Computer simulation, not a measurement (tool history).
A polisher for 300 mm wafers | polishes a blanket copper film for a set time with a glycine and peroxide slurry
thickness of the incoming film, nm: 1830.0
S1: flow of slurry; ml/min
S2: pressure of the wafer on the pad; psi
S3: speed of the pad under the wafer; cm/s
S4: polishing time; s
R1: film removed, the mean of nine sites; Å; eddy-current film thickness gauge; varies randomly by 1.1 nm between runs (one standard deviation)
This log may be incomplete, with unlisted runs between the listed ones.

run,hour,S1,S2,S3,S4,R1
1,0.0,200,2.4,76,29,1160.4
2,7.1,200,2.0,76,29,1058.2
3,10.0,205,2.2,76,29,1130.2
4,18.9,220,2.3,76,29,1148.8
5,23.9,220,2.0,76,29,1080.6
6,31.4,230,2.2,76,29,1124.2
7,36.1,230,2.4,76,29,1183.1

What will run 8 give?
8,40.7,260,3.0,78,29,?

{"run 8": {"R1": 1384.3}}
